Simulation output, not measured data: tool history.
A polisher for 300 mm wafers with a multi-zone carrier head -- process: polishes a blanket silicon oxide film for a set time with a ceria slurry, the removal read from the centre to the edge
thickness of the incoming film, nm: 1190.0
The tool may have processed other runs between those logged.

run	hour	flow of slurry (ml/min)	pressure of the head's centre zone	pressure of the head's middle zone	pressure of the head's edge zone	polishing time (s)	film removed at the wafer's centre (nm)	film removed at mid-radius (nm)	film removed at the wafer's edge (nm)
1	0	245	1	1	1	36	234.62	232.6	231.2
2	8.3	250	1.02	1.03	1.02	37	247.02	238.98	244.38
3	17.2	255	1.02	1.05	1.01	38	253.83	257.3	242.94
4	20.2	260	1.03	1.07	1.03	39	263.49	264.44	254.79
5	20.8	260	0.98	1.07	1.03	39	253.67	268.2	253.84
6	27.8	320	0.98	1.07	1.03	39	257.21	271.27	257.09

Forecast run 7:
7	28.8	320	0.99	1.08	1.04	40	?	?	?

film removed at the wafer's centre (nm): 265.63
film removed at mid-radius (nm): 278.64
film removed at the wafer's edge (nm): 268.11

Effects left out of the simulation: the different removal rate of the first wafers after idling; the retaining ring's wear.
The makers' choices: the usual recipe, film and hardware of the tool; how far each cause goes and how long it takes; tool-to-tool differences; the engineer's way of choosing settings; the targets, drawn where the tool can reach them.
